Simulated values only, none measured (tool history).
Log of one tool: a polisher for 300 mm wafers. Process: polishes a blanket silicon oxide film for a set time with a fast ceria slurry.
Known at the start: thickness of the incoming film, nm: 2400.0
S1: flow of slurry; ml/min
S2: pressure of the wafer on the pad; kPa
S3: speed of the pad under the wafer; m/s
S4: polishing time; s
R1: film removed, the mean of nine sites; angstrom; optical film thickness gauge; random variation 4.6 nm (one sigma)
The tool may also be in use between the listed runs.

run  hour   S1    S2    S3  S4      R1
  1   0.0  160  15.9  1.02  42  5582.6
  2   4.5  160  13.8  1.00  42  4910.9
  3  10.1  160  13.8  1.00  38  4410.6
  4  12.1  200  13.8  1.00  38  4535.7
  5  14.3  200  12.4  1.00  38  4214.9
  6  21.0  200  12.4  1.00  38  4125.7

Forecast run 7:
  7  22.8  200  11.7  1.00  38   ?

{"run 7": {"R1": 3898.1}}
